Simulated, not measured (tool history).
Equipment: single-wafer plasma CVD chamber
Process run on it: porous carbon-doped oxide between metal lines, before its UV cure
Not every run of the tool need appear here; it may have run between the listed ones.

run	hour	heater temperature setpoint (°C)	RF power (W)	deposition time (s)	mean film thickness on the monitor wafer (nm)
1	0.0	290	480	61.5	350.00
2	1.3	290	445	61.5	334.55
3	4.7	290	445	63.5	343.24
4	10.5	287	460	63.5	358.60
5	11.7	284	470	63.5	369.54
6	13.6	293	470	63.5	349.75
7	16.5	290	480	63.5	359.23
8	20.8	278	555	63.5	420.55
9	23.4	277	555	63.5	418.52
10	28.7	276	560	63.5	421.94

Expected results for the next run?
11	30.1	275	565	63.5	?

Run 11 measured mean film thickness on the monitor wafer (nm) 430.56.

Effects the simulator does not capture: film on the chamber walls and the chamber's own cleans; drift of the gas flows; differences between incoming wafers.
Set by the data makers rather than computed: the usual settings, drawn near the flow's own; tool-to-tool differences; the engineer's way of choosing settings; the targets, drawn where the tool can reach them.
